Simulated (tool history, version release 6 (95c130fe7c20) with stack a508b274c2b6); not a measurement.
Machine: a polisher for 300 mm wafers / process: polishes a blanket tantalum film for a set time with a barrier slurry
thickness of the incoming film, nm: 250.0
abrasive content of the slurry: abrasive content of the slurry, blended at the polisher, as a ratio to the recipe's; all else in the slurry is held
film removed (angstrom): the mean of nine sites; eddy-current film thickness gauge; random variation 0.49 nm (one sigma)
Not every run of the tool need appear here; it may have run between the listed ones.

| run | hour | flow of slurry (ml/min) | pressure of the wafer on the pad (kPa) | speed of the pad under the wafer (cm/s) | abrasive content of the slurry | polishing time (s) | film removed (angstrom) |
|---|---|---|---|---|---|---|---|
| 1 | 0.0 | 135 | 12.4 | 108 | 1.00 | 78 | 987.24 |
| 2 | 7.8 | 135 | 12.4 | 134 | 1.00 | 78 | 1207.90 |
| 3 | 11.9 | 135 | 10.3 | 134 | 1.00 | 78 | 1005.50 |
| 4 | 17.5 | 130 | 9.7 | 126 | 1.00 | 78 | 873.55 |
| 5 | 22.5 | 130 | 9.7 | 146 | 1.00 | 78 | 995.82 |
| 6 | 27.6 | 130 | 7.6 | 146 | 1.00 | 78 | 793.08 |
|  | 35.2 | slurry blender recalibrated |
| 7 | 35.2 | 125 | 6.9 | 138 | 1.00 | 78 | 768.21 |

Estimate the outcome of run 8 from the log above:
| 8 | 37.2 | 125 | 6.9 | 124 | 0.95 | 78 | ? |

{"run 8": {"film removed (angstrom)": 684.57}}
